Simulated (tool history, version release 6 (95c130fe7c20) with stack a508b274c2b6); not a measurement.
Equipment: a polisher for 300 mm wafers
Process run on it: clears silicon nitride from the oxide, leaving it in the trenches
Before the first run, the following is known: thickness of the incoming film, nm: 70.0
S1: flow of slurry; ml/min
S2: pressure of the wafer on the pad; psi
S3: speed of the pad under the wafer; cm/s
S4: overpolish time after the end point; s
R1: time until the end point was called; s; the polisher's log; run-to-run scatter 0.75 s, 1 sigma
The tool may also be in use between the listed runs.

run	hour	S1	S2	S3	S4	R1
1	0	255	3.2	80	33	73.431
2	1.7	255	3.2	66	33	89.035
3	7.6	255	3.6	66	33	78.816
4	9	255	3.6	56	33	93.298
5	14.2	255	3.8	58	33	85.549
6	19.6	255	4	60	33	79.522
7	25.3	255	4.1	62	33	74.479

Predict the results of run 8:
8	32.8	255	5	64	33	?

R1: 58.813 s
